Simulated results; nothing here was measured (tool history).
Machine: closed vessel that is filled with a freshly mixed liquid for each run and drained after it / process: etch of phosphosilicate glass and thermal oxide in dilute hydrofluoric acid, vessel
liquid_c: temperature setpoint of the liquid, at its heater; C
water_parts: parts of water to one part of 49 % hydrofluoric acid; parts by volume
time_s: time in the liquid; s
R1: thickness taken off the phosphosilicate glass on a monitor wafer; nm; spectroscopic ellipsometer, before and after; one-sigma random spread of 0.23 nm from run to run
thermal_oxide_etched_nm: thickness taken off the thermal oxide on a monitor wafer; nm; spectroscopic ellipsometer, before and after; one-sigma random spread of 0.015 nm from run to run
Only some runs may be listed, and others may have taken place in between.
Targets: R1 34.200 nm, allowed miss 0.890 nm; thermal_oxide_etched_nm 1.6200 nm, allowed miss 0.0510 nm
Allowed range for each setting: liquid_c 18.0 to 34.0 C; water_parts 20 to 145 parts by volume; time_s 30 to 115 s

Run 1, hour 0.0: liquid_c 26.0 C, water_parts 80 parts by volume, time_s 60 s. Result: R1 79.464 nm, thermal_oxide_etched_nm 3.7499 nm.
Run 2, hour 3.8: liquid_c 24.0 C, water_parts 90 parts by volume, time_s 60 s. Result: R1 64.409 nm, thermal_oxide_etched_nm 3.0201 nm.
Run 3, hour 9.7: liquid_c 26.5 C, water_parts 90 parts by volume, time_s 60 s. Result: R1 70.289 nm, thermal_oxide_etched_nm 3.3495 nm.
Run 4, hour 12.6: liquid_c 24.0 C, water_parts 90 parts by volume, time_s 60 s. Result: R1 64.535 nm, thermal_oxide_etched_nm 3.0482 nm.
Run 5, hour 18.0: liquid_c 26.5 C, water_parts 90 parts by volume, time_s 60 s. Result: R1 70.619 nm, thermal_oxide_etched_nm 3.3707 nm.
Run 6, hour 20.0: liquid_c 24.5 C, water_parts 100 parts by volume, time_s 60 s. Result: R1 58.425 nm, thermal_oxide_etched_nm 2.7598 nm.
Run 7, hour 21.4: liquid_c 23.0 C, water_parts 105 parts by volume, time_s 60 s. Result: R1 52.148 nm, thermal_oxide_etched_nm 2.4543 nm.
Run 8, hour 23.1: liquid_c 22.0 C, water_parts 110 parts by volume, time_s 60 s. Result: R1 47.478 nm, thermal_oxide_etched_nm 2.2604 nm.

Consider the 4 candidate settings below. Which is the only one whose results all fall within their allowed miss of target?
Run A, hour 24.8: liquid_c 19.5 C, water_parts 125 parts by volume, time_s 55 s. Result: R1 ?, thermal_oxide_etched_nm ?.
Run B, hour 24.8: liquid_c 22.5 C, water_parts 110 parts by volume, time_s 35 s. Result: R1 ?, thermal_oxide_etched_nm ?.
Run C, hour 24.8: liquid_c 18.0 C, water_parts 50 parts by volume, time_s 40 s. Result: R1 ?, thermal_oxide_etched_nm ?.
Run D, hour 24.8: liquid_c 23.5 C, water_parts 130 parts by volume, time_s 85 s. Result: R1 ?, thermal_oxide_etched_nm ?.

move      R1  thermal_oxide_etched_nm
   A  33.904                   1.5697
   B  28.129                   1.3024
   C  62.892                   2.9119
   D  58.745                   2.7199
A: every result within its allowed miss
B: moves the result that the last run missed by most past its target, out the other side
C: moves away from the targets compared with the last run
D: moves away from the targets compared with the last run
A meets every target.
